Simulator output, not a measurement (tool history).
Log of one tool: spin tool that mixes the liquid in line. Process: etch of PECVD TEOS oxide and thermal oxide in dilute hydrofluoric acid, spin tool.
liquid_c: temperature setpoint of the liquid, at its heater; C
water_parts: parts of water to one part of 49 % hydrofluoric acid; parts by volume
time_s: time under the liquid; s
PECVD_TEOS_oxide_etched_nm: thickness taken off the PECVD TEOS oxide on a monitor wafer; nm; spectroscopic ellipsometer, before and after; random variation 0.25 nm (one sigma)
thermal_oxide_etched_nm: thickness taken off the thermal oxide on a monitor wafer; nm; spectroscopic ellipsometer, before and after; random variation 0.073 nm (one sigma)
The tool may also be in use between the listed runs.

Run 1, hour 0.0: liquid_c 23.0 C, water_parts 105 parts by volume, time_s 50 s. Result: PECVD_TEOS_oxide_etched_nm 12.668 nm, thermal_oxide_etched_nm 2.0211 nm.
Run 2, hour 6.0: liquid_c 24.5 C, water_parts 90 parts by volume, time_s 50 s. Result: PECVD_TEOS_oxide_etched_nm 16.181 nm, thermal_oxide_etched_nm 2.5700 nm.
Run 3, hour 9.2: liquid_c 26.0 C, water_parts 80 parts by volume, time_s 50 s. Result: PECVD_TEOS_oxide_etched_nm 19.332 nm, thermal_oxide_etched_nm 3.1082 nm.
Run 4, hour 14.6: liquid_c 27.0 C, water_parts 75 parts by volume, time_s 50 s. Result: PECVD_TEOS_oxide_etched_nm 21.385 nm, thermal_oxide_etched_nm 3.4262 nm.
Run 5, hour 16.9: liquid_c 27.0 C, water_parts 50 parts by volume, time_s 50 s. Result: PECVD_TEOS_oxide_etched_nm 33.418 nm, thermal_oxide_etched_nm 5.4053 nm.
Run 6, hour 24.3: liquid_c 27.0 C, water_parts 50 parts by volume, time_s 60 s. Result: PECVD_TEOS_oxide_etched_nm 40.645 nm, thermal_oxide_etched_nm 6.2849 nm.
Run 7, hour 32.6: liquid_c 26.0 C, water_parts 50 parts by volume, time_s 60 s. Result: PECVD_TEOS_oxide_etched_nm 38.862 nm, thermal_oxide_etched_nm 6.1623 nm.
Run 8, hour 41.6: liquid_c 24.5 C, water_parts 50 parts by volume, time_s 60 s. Result: PECVD_TEOS_oxide_etched_nm 36.176 nm, thermal_oxide_etched_nm 5.7853 nm.

The next listed run, before its measurement:
Run 9, hour 42.1: liquid_c 23.5 C, water_parts 50 parts by volume, time_s 60 s. Result: PECVD_TEOS_oxide_etched_nm ?, thermal_oxide_etched_nm ?.

{"run 9": {"PECVD_TEOS_oxide_etched_nm": 34.013, "thermal_oxide_etched_nm": 5.5999}}
